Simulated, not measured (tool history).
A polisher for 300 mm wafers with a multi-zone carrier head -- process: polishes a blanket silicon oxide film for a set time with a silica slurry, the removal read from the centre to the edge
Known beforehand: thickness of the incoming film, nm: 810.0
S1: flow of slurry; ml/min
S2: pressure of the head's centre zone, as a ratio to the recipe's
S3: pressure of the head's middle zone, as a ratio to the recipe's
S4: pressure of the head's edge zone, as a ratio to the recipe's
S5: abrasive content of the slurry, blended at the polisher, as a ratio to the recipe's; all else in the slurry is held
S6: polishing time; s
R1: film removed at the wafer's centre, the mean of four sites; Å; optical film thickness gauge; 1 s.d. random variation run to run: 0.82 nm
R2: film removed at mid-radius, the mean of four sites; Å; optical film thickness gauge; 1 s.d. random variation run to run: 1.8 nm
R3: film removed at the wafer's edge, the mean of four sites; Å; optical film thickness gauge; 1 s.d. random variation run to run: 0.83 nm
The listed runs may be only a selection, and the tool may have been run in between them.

run	hour	S1	S2	S3	S4	S5	S6	R1	R2	R3
1	0.0	235	1.00	1.00	1.00	1.00	34	1722.8	1697.1	1679.6
2	6.7	230	0.98	0.97	0.95	0.85	34	1579.5	1477.4	1543.6
3	13.0	225	0.97	0.99	0.91	0.75	34	1476.5	1453.2	1419.8
4	17.6	225	0.90	0.99	0.91	0.75	34	1382.2	1461.9	1415.9
5	26.0	215	0.91	0.97	0.88	0.70	34	1368.4	1389.6	1364.0
6	27.6	240	0.91	0.97	0.88	0.70	34	1362.0	1388.3	1388.9
7	33.0	220	0.91	0.95	0.86	0.70	34	1361.2	1323.9	1353.1

Predict the results of run 8:
8	38.7	205	0.90	0.95	0.84	0.70	34	?	?	?

R1: 1304.9 Å
R2: 1340.1 Å
R3: 1329.5 Å

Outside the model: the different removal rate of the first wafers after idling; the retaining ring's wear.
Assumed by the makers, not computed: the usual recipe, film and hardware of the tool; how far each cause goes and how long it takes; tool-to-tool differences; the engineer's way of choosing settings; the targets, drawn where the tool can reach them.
